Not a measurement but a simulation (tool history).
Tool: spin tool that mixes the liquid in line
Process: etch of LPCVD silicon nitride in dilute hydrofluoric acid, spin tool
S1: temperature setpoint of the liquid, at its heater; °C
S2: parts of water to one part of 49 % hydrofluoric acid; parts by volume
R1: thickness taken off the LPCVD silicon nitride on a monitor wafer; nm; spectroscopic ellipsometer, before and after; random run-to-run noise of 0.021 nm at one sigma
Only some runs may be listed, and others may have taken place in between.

{"run": 1, "day": 0.0, "S1": 21, "S2": 60, "time under the liquid (s)": 65, "R1": 0.38494}
{"run": 2, "day": 0.246, "S1": 20, "S2": 60, "time under the liquid (s)": 65, "R1": 0.3559}
{"run": 3, "day": 0.4, "S1": 20, "S2": 75, "time under the liquid (s)": 65, "R1": 0.29821}
{"run": 4, "day": 0.712, "S1": 20, "S2": 75, "time under the liquid (s)": 40, "R1": 0.17968}
{"run": 5, "day": 0.742, "S1": 21.5, "S2": 65, "time under the liquid (s)": 40, "R1": 0.23513}
{"run": 6, "day": 0.992, "S1": 23, "S2": 55, "time under the liquid (s)": 45, "R1": 0.33869}
{"run": 7, "day": 1.121, "S1": 24, "S2": 50, "time under the liquid (s)": 50, "R1": 0.44436}
{"run": 8, "day": 1.238, "S1": 24.5, "S2": 45, "time under the liquid (s)": 50, "R1": 0.51037}
{"run": 9, "day": 1.3, "S1": 25, "S2": 40, "time under the liquid (s)": 50, "R1": 0.60449}
{"run": 10, "day": 1.433, "S1": 25.5, "S2": 35, "time under the liquid (s)": 50, "R1": 0.68356}
{"run": 11, "day": 1.496, "S1": 26, "S2": 35, "time under the liquid (s)": 50, "R1": 0.74378}

Run 12 is up next; what results do you expect?
{"run": 12, "day": 1.783, "S1": 26.5, "S2": 35, "time under the liquid (s)": 50, "R1": "?"}

Run 12 produced R1 0.74504 nm.
